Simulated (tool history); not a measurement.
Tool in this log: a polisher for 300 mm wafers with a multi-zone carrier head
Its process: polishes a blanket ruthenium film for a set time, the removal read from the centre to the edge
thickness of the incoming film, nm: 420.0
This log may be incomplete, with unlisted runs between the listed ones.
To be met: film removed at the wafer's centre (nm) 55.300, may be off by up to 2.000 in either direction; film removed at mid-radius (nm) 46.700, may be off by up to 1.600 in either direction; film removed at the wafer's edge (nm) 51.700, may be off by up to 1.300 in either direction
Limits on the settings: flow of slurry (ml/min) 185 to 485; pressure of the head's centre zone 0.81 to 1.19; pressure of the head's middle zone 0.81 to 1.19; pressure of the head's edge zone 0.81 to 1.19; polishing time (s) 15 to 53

run,hour,flow of slurry (ml/min),pressure of the head's centre zone,pressure of the head's middle zone,pressure of the head's edge zone,polishing time (s),film removed at the wafer's centre (nm),film removed at mid-radius (nm),film removed at the wafer's edge (nm)
1,0.0,310,1.00,1.00,1.00,34,65.173,65.818,67.420
2,4.6,305,1.01,0.95,0.96,32,61.033,58.587,62.034
3,9.5,305,1.01,0.95,0.96,29,55.782,54.846,55.475
4,15.3,295,1.02,0.91,0.94,29,56.145,51.704,55.334
5,16.4,295,1.02,0.91,0.90,29,56.514,52.011,54.482
6,18.6,295,1.10,0.91,0.90,29,60.269,51.282,54.803
7,21.2,295,1.10,0.91,0.90,29,59.211,51.476,55.016
8,23.3,295,1.10,0.91,0.90,29,60.950,51.709,54.112
9,27.2,285,1.08,0.89,0.89,29,58.990,51.002,54.117
10,31.0,280,1.07,0.87,0.89,29,58.754,49.413,54.111
11,35.1,275,1.06,0.86,0.88,29,57.745,48.615,53.394
12,38.9,265,1.05,0.85,0.87,29,56.332,48.459,53.232
13,45.4,265,1.05,0.85,0.87,29,57.235,48.180,53.059

Consider the 4 candidate settings below. Which is the only one whose results all fall within their allowed miss of target?
A,51.9,260,0.99,0.93,0.84,29,?,?,?
B,51.9,245,1.08,0.88,0.92,28,?,?,?
C,51.9,210,1.12,0.82,0.82,30,?,?,?
D,51.9,245,0.96,0.89,0.85,30,?,?,?

move,film removed at the wafer's centre (nm),film removed at mid-radius (nm),film removed at the wafer's edge (nm)
A,54.222,51.799,52.102
B,56.560,47.320,52.122
C,61.091,46.666,52.118
D,53.822,51.213,53.863
A: puts the biggest miss on target and leaves a different result outside tolerance
B: each result inside its tolerance
C: puts the biggest miss on target and leaves a different result outside tolerance
D: misses by more than the last run did
Move B is the one to make.
